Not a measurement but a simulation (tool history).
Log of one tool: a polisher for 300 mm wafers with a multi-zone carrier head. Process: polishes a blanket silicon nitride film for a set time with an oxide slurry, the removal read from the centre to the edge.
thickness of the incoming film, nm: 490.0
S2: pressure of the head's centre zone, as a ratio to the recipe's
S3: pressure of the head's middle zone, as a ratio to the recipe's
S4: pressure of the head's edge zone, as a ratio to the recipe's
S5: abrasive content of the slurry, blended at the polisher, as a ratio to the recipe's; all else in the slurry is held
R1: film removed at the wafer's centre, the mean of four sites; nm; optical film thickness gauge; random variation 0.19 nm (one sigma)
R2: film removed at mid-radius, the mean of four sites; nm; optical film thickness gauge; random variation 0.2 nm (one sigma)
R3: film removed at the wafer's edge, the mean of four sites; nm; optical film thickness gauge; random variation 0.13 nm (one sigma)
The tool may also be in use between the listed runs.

Run 1, hour 0: flow of slurry (ml/min) 220, S2 1, S3 1, S4 1, S5 1, polishing time (s) 31. Result: R1 26.212 nm, R2 24.831 nm, R3 25.293 nm.
Run 2, hour 2.4: flow of slurry (ml/min) 215, S2 1, S3 0.97, S4 0.98, S5 0.9, polishing time (s) 30. Result: R1 23.931 nm, R2 22.744 nm, R3 23.458 nm.
Run 3, hour 4.7: flow of slurry (ml/min) 215, S2 1, S3 0.97, S4 0.98, S5 0.9, polishing time (s) 37. Result: R1 29.956 nm, R2 28.276 nm, R3 28.713 nm.
Run 4, hour 6.2: flow of slurry (ml/min) 215, S2 1, S3 0.97, S4 0.98, S5 0.9, polishing time (s) 31. Result: R1 24.665 nm, R2 23.27 nm, R3 24.155 nm.
Run 5, hour 10.1: flow of slurry (ml/min) 215, S2 1, S3 0.97, S4 0.98, S5 1, polishing time (s) 31. Result: R1 25.835 nm, R2 23.552 nm, R3 24.872 nm.
Run 6, hour 14.7: flow of slurry (ml/min) 215, S2 0.92, S3 0.97, S4 0.98, S5 1, polishing time (s) 31. Result: R1 24.303 nm, R2 24.625 nm, R3 24.999 nm.
Run 7, hour 15.4: flow of slurry (ml/min) 215, S2 0.92, S3 0.97, S4 0.98, S5 1, polishing time (s) 31. Result: R1 23.674 nm, R2 24.297 nm, R3 25.009 nm.
Run 8, hour 18.2: flow of slurry (ml/min) 215, S2 0.95, S3 0.95, S4 0.96, S5 0.9, polishing time (s) 30. Result: R1 22.926 nm, R2 22.469 nm, R3 23.116 nm.
Run 9, hour 20.4: flow of slurry (ml/min) 210, S2 0.97, S3 0.93, S4 0.94, S5 0.8, polishing time (s) 29. Result: R1 21.607 nm, R2 20.011 nm, R3 21.027 nm.
Run 10, hour 21.3: flow of slurry (ml/min) 195, S2 0.97, S3 0.86, S4 0.84, S5 0.55, polishing time (s) 25. Result: R1 15.208 nm, R2 13.447 nm, R3 14.269 nm.
Run 11, hour 28.5: flow of slurry (ml/min) 195, S2 0.97, S3 0.86, S4 0.84, S5 0.55, polishing time (s) 25. Result: R1 15.43 nm, R2 13.203 nm, R3 14.665 nm.

Run 12 comes next. What will it give?
Run 12, hour 32.3: flow of slurry (ml/min) 205, S2 0.98, S3 0.87, S4 0.85, S5 0.55, polishing time (s) 25. Result: R1 ?, R2 ?, R3 ?.

R1: 15.567 nm
R2: 13.4 nm
R3: 14.829 nm
